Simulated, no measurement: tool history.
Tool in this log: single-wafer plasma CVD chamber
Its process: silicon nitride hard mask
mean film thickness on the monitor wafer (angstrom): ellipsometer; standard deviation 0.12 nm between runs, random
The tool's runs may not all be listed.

run  hour  heater temperature setpoint (°C)  chamber pressure (mTorr)  RF power (W)  deposition time (s)  mean film thickness on the monitor wafer (angstrom)
  1     0                               400                      1310           360                 31.6                                               416.66
  2     7                               400                      1430           360                 31.6                                               427.56
  3  13.2                               400                      1640           360                 31.6                                               442.54
  4  16.4                               409                      1640           360                 31.6                                               440.04
  5  17.9                               409                      1690           365                 31.6                                               448.86
  6  21.5                               409                      1730           365                 31.6                                                453.6
  7  24.6                               409                      1760           365                 31.6                                                453.2
  8  31.3                               409                      1780           365                 31.6                                               454.13

For run 9, what comes out?
  9  31.9                               409                      1780           365                 31.6                                                    ?

mean film thickness on the monitor wafer (angstrom): 455.52
